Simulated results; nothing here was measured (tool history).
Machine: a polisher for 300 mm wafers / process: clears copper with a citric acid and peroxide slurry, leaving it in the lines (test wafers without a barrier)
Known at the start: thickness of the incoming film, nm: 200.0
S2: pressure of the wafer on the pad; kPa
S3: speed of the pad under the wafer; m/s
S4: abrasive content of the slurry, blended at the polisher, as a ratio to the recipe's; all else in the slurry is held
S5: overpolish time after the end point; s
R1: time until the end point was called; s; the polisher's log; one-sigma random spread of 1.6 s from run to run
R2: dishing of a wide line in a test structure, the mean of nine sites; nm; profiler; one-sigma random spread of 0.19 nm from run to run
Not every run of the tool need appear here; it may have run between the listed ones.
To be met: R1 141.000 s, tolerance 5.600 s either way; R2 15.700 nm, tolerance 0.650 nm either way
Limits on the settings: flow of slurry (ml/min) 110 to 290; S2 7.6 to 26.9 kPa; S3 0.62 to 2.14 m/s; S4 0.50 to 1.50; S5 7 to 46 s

{"run": 1, "hour": 0.0, "flow of slurry (ml/min)": 185, "S2": 17.2, "S3": 1.38, "S4": 1.0, "S5": 24, "R1": 71.013, "R2": 35.173}
{"run": 2, "hour": 8.6, "flow of slurry (ml/min)": 185, "S2": 15.9, "S3": 1.34, "S4": 1.0, "S5": 22, "R1": 81.338, "R2": 29.996}
{"run": 3, "hour": 11.2, "flow of slurry (ml/min)": 185, "S2": 15.2, "S3": 1.32, "S4": 1.0, "S5": 21, "R1": 84.252, "R2": 28.655}
{"run": 4, "hour": 12.9, "flow of slurry (ml/min)": 185, "S2": 14.5, "S3": 1.3, "S4": 1.0, "S5": 20, "R1": 89.327, "R2": 26.634}
{"run": 5, "hour": 15.4, "flow of slurry (ml/min)": 185, "S2": 13.8, "S3": 1.28, "S4": 1.0, "S5": 19, "R1": 95.879, "R2": 24.605}
{"run": 6, "hour": 23.4, "flow of slurry (ml/min)": 185, "S2": 13.1, "S3": 1.28, "S4": 1.0, "S5": 18, "R1": 100.35, "R2": 22.672}
{"run": 7, "hour": 28.0, "flow of slurry (ml/min)": 180, "S2": 8.3, "S3": 1.26, "S4": 1.0, "S5": 13, "R1": 160.62, "R2": 11.587}
{"run": 8, "hour": 36.2, "flow of slurry (ml/min)": 185, "S2": 8.3, "S3": 1.24, "S4": 1.0, "S5": 14, "R1": 164.7, "R2": 12.244}
{"run": 9, "hour": 41.5, "flow of slurry (ml/min)": 215, "S2": 11.7, "S3": 1.24, "S4": 1.0, "S5": 19, "R1": 112.22, "R2": 21.221}
{"run": 10, "hour": 47.8, "flow of slurry (ml/min)": 165, "S2": 11.0, "S3": 1.24, "S4": 1.0, "S5": 19, "R1": 125.83, "R2": 19.272}
{"run": 11, "hour": 56.6, "flow of slurry (ml/min)": 165, "S2": 11.0, "S3": 1.26, "S4": 1.0, "S5": 19, "R1": 123.1, "R2": 20.055}
{"run": 12, "hour": 58.1, "flow of slurry (ml/min)": 170, "S2": 11.0, "S3": 1.28, "S4": 1.0, "S5": 19, "R1": 122.48, "R2": 21.021}
{"run": 13, "hour": 63.8, "flow of slurry (ml/min)": 180, "S2": 11.0, "S3": 1.28, "S4": 1.0, "S5": 19, "R1": 118.59, "R2": 20.429}
{"run": 14, "hour": 70.4, "flow of slurry (ml/min)": 180, "S2": 10.3, "S3": 1.28, "S4": 1.0, "S5": 19, "R1": 127.49, "R2": 19.888}
{"run": 15, "hour": 71.5, "flow of slurry (ml/min)": 185, "S2": 8.3, "S3": 1.26, "S4": 1.0, "S5": 11, "R1": 158.53, "R2": 10.282}
{"run": 16, "hour": 75.8, "flow of slurry (ml/min)": 155, "S2": 11.0, "S3": 1.14, "S4": 0.95, "S5": 17, "R1": 137.48, "R2": 16.707}

Which of these 5 next moves meets every target?
{"run": "A", "hour": 80.1, "flow of slurry (ml/min)": 175, "S2": 11.0, "S3": 1.22, "S4": 0.9, "S5": 15, "R1": "?", "R2": "?"}
{"run": "B", "hour": 80.1, "flow of slurry (ml/min)": 175, "S2": 11.0, "S3": 1.2, "S4": 0.85, "S5": 19, "R1": "?", "R2": "?"}
{"run": "C", "hour": 80.1, "flow of slurry (ml/min)": 145, "S2": 10.3, "S3": 1.28, "S4": 1.05, "S5": 15, "R1": "?", "R2": "?"}
{"run": "D", "hour": 80.1, "flow of slurry (ml/min)": 160, "S2": 9.7, "S3": 1.38, "S4": 1.05, "S5": 16, "R1": "?", "R2": "?"}
{"run": "E", "hour": 80.1, "flow of slurry (ml/min)": 125, "S2": 11.7, "S3": 1.04, "S4": 1.1, "S5": 16, "R1": "?", "R2": "?"}

move=A R1=127.260 R2=15.662
move=B R1=130.940 R2=18.580
move=C R1=128.590 R2=15.497
move=D R1=125.740 R2=16.618
move=E R1=141.420 R2=15.165
A: the furthest-off result lands on target, but another misses its tolerance
B: its largest miss is bigger than the last run's
C: the furthest-off result lands on target, but another misses its tolerance
D: its largest miss is bigger than the last run's
E: every result within its allowed miss
The right move is E.
